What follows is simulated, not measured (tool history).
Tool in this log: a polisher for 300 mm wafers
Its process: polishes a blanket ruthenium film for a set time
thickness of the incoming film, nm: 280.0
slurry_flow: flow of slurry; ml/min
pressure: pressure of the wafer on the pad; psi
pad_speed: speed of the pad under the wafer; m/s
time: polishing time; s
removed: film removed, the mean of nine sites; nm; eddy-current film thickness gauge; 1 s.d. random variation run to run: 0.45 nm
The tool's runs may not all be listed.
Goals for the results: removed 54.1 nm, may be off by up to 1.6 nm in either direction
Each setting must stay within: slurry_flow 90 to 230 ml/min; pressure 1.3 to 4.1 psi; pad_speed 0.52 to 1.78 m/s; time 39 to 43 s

run	hour	slurry_flow	pressure	pad_speed	time	removed
1	0	150	2.7	1.14	43	69.243
2	8.3	145	2.6	1.14	43	66.786
3	10	145	2.5	1.14	43	64.568
4	17.5	145	2.5	1.28	43	69.619
5	18.1	145	2.5	1.28	43	70.949
6	20.5	145	2.4	1.28	43	67.816
7	26	145	2.3	1.28	43	65.645
8	27	125	1.7	1.28	43	52.196

Exercise: of the 5 proposed moves below, exactly one satisfies all targets within the stated allowed misses. Which move is it?
A	28	145	2.1	1.24	42	?
B	28	145	1.5	1.5	42	?
C	28	145	1.9	1.4	41	?
D	28	140	1.9	1.32	43	?
E	28	90	2.9	1.04	42	?

move	removed
A	59.544
B	54.351
C	59.171
D	59.005
E	60
A: moves the result that the last run missed by most past its target, out the other side
B: each result inside its tolerance
C: moves the result that the last run missed by most past its target, out the other side
D: moves the result that the last run missed by most past its target, out the other side
E: moves the result that the last run missed by most past its target, out the other side
So the answer is move B, the one that meets all the targets.
